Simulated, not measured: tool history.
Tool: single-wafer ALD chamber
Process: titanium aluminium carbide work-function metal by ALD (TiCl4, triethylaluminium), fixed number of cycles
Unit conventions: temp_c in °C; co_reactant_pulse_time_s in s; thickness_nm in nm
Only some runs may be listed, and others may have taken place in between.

run    day  temp_c  co_reactant_pulse_time_s  thickness_nm
  1  0.000     320                     13.42        2.2748
  2  0.108     320                     16.35        2.3060
  3  0.404     322                     16.56        2.3126
  4  0.442     314                     16.56        2.2181
  5  0.529     309                     16.56        2.1728
  6  0.696     312                     16.79        2.2095
  7  0.750     324                     19.21        2.3357
  8  0.983     325                     19.24        2.3448

Expected results for the next run?
  9  1.050     326                     19.26             ?

Run 9 gave thickness_nm 2.3507 nm.
